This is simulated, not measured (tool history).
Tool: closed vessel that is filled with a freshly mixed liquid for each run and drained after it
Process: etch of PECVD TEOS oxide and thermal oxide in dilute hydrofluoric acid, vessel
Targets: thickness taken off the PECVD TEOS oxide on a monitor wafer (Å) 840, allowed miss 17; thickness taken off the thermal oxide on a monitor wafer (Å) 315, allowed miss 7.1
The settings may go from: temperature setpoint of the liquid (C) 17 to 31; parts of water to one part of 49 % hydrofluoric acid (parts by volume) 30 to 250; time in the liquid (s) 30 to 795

| run | day | temperature setpoint of the liquid (C) | parts of water to one part of 49 % hydrofluoric acid (parts by volume) | time in the liquid (s) | thickness taken off the PECVD TEOS oxide on a monitor wafer (Å) | thickness taken off the thermal oxide on a monitor wafer (Å) |
|---|---|---|---|---|---|---|
| 1 | 0 | 23 | 140 | 405 | 360.89 | 135.62 |
| 2 | 0.304 | 25 | 125 | 405 | 442.58 | 167.16 |
| 3 | 0.488 | 25 | 125 | 505 | 557.32 | 208.71 |
| 4 | 0.658 | 27.5 | 125 | 505 | 609.97 | 229.42 |
| 5 | 0.767 | 27.5 | 125 | 655 | 795.12 | 295.82 |
| 6 | 1.158 | 27.5 | 170 | 655 | 545.66 | 207.19 |
| 7 | 1.454 | 28.5 | 160 | 655 | 612.79 | 227.99 |
| 8 | 1.538 | 29 | 155 | 655 | 645.97 | 246.62 |

4 next moves are on the table. One of them brings every result within its allowed miss. Which?
| A | 1.621 | 28 | 140 | 740 | ? | ? |
| B | 1.621 | 31 | 135 | 665 | ? | ? |
| C | 1.621 | 28 | 125 | 645 | ? | ? |
| D | 1.621 | 26 | 125 | 710 | ? | ? |

| move | thickness taken off the PECVD TEOS oxide on a monitor wafer (Å) | thickness taken off the thermal oxide on a monitor wafer (Å) |
|---|---|---|
| A | 793.79 | 294.35 |
| B | 830.83 | 308.08 |
| C | 789.98 | 292.93 |
| D | 806.28 | 298.98 |
A: nearer than the last run, and not there yet
B: meets every target
C: nearer than the last run, and not there yet
D: nearer than the last run, and not there yet
Answer: B

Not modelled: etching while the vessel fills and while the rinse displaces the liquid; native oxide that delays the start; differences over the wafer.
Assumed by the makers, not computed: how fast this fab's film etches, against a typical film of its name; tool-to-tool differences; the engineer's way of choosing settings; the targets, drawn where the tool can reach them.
